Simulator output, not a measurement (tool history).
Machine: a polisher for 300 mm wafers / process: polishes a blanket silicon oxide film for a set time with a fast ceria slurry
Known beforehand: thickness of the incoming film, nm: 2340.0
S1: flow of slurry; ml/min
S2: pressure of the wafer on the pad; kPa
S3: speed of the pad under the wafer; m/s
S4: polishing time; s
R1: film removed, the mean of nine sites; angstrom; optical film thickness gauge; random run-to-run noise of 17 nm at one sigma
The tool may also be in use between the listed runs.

run	hour	S1	S2	S3	S4	R1
1	0.0	285	22.8	1.02	61	12668
2	3.9	285	24.8	1.02	61	13906
3	4.5	285	24.8	0.84	61	12028
4	9.4	285	26.9	0.84	61	13030
5	17.2	285	29.0	0.86	61	14002
6	24.1	285	29.0	0.86	61	13935
7	27.7	285	30.3	0.90	61	15395
8	35.0	285	31.7	0.92	61	16281
9	43.1	285	32.4	0.94	61	16899
10	49.0	285	33.1	0.96	61	17378
11	54.9	285	33.8	0.98	61	18066
12	59.8	285	34.5	1.00	61	18690

Estimate the outcome of run 13 from the log above:
13	66.5	285	34.5	1.02	61	?

R1: 19116 angstrom
